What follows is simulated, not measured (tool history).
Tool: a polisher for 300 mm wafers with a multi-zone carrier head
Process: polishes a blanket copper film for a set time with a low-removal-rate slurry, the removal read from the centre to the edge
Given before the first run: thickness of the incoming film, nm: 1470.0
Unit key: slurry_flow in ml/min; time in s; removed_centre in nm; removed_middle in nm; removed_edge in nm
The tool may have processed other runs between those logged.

{"run": 1, "hour": 0.0, "slurry_flow": 280, "centre_zone": 1, "middle_zone": 1, "edge_zone": 1, "slurry_solids": 1, "time": 70, "removed_centre": 207.13, "removed_middle": 211.63, "removed_edge": 209.62}
{"run": 2, "hour": 7.9, "slurry_flow": 250, "centre_zone": 1, "middle_zone": 1, "edge_zone": 1, "slurry_solids": 1, "time": 70, "removed_centre": 203.77, "removed_middle": 203.98, "removed_edge": 206.4}
{"run": 3, "hour": 16.4, "slurry_flow": 310, "centre_zone": 1, "middle_zone": 1, "edge_zone": 1, "slurry_solids": 1, "time": 70, "removed_centre": 212.61, "removed_middle": 210.29, "removed_edge": 209.41}
{"run": 4, "hour": 22.9, "slurry_flow": 310, "centre_zone": 1, "middle_zone": 0.95, "edge_zone": 1, "slurry_solids": 1, "time": 70, "removed_centre": 208.72, "removed_middle": 203.32, "removed_edge": 209.22}
{"run": 5, "hour": 29.0, "slurry_flow": 255, "centre_zone": 1, "middle_zone": 0.95, "edge_zone": 1, "slurry_solids": 1, "time": 70, "removed_centre": 207.65, "removed_middle": 198.19, "removed_edge": 206.58}
{"run": 6, "hour": 31.3, "slurry_flow": 260, "centre_zone": 0.99, "middle_zone": 0.95, "edge_zone": 0.98, "slurry_solids": 0.9, "time": 69, "removed_centre": 200.21, "removed_middle": 193.03, "removed_edge": 200.75}
{"run": 7, "hour": 36.6, "slurry_flow": 265, "centre_zone": 0.99, "middle_zone": 0.96, "edge_zone": 0.96, "slurry_solids": 0.85, "time": 67, "removed_centre": 188.01, "removed_middle": 187.58, "removed_edge": 189.46}

For run 8, what comes out?
{"run": 8, "hour": 45.5, "slurry_flow": 270, "centre_zone": 0.99, "middle_zone": 0.96, "edge_zone": 0.94, "slurry_solids": 0.8, "time": 66, "removed_centre": "?", "removed_middle": "?", "removed_edge": "?"}

removed_centre: 185.95 nm
removed_middle: 176.7 nm
removed_edge: 181.84 nm

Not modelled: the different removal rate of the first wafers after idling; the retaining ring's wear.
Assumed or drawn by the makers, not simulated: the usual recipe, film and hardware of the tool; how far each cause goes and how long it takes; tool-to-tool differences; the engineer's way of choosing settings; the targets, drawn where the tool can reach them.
